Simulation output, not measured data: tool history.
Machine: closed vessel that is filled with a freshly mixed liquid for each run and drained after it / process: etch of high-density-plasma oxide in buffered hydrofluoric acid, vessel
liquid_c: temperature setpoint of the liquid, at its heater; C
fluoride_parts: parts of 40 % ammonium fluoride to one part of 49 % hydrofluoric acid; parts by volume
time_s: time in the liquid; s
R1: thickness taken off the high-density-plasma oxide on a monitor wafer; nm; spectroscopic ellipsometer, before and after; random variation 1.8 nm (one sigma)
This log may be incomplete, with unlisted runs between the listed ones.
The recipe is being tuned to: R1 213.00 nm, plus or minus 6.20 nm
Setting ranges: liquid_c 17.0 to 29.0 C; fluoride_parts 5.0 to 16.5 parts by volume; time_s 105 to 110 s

Run 1, hour 0.0: liquid_c 21.0 C, fluoride_parts 10.0 parts by volume, time_s 105 s. Result: R1 111.44 nm.
Run 2, hour 2.6: liquid_c 23.5 C, fluoride_parts 9.0 parts by volume, time_s 105 s. Result: R1 138.36 nm.
Run 3, hour 4.5: liquid_c 25.0 C, fluoride_parts 8.5 parts by volume, time_s 105 s. Result: R1 156.48 nm.
Run 4, hour 13.2: liquid_c 26.5 C, fluoride_parts 8.0 parts by volume, time_s 105 s. Result: R1 184.61 nm.
Run 5, hour 14.9: liquid_c 26.5 C, fluoride_parts 8.0 parts by volume, time_s 110 s. Result: R1 193.32 nm.
Run 6, hour 21.8: liquid_c 24.5 C, fluoride_parts 8.0 parts by volume, time_s 110 s. Result: R1 172.10 nm.
Run 7, hour 25.5: liquid_c 25.5 C, fluoride_parts 8.0 parts by volume, time_s 110 s. Result: R1 180.84 nm.
Run 8, hour 26.6: liquid_c 26.5 C, fluoride_parts 8.0 parts by volume, time_s 110 s. Result: R1 190.96 nm.
Run 9, hour 32.7: liquid_c 27.0 C, fluoride_parts 8.0 parts by volume, time_s 110 s. Result: R1 199.12 nm.

Of the 5 settings listed for the next run, only one would bring every result within its allowed miss of target. Which one?
Run A, hour 38.8: liquid_c 24.5 C, fluoride_parts 5.5 parts by volume, time_s 105 s. Result: R1 ?.
Run B, hour 38.8: liquid_c 27.0 C, fluoride_parts 7.5 parts by volume, time_s 110 s. Result: R1 ?.
Run C, hour 38.8: liquid_c 27.0 C, fluoride_parts 8.0 parts by volume, time_s 105 s. Result: R1 ?.
Run D, hour 38.8: liquid_c 27.0 C, fluoride_parts 7.5 parts by volume, time_s 105 s. Result: R1 ?.
Run E, hour 38.8: liquid_c 26.0 C, fluoride_parts 6.5 parts by volume, time_s 110 s. Result: R1 ?.

move      R1
   A  233.33
   B  211.01
   C  187.84
   D  201.42
   E  229.75
A: carries the result that was furthest off beyond its target, to the other side
B: all results in spec
C: lands further from the targets than the last run did
D: nearer than the last run, and not there yet
E: carries the result that was furthest off beyond its target, to the other side
Correct choice: B, which meets every target

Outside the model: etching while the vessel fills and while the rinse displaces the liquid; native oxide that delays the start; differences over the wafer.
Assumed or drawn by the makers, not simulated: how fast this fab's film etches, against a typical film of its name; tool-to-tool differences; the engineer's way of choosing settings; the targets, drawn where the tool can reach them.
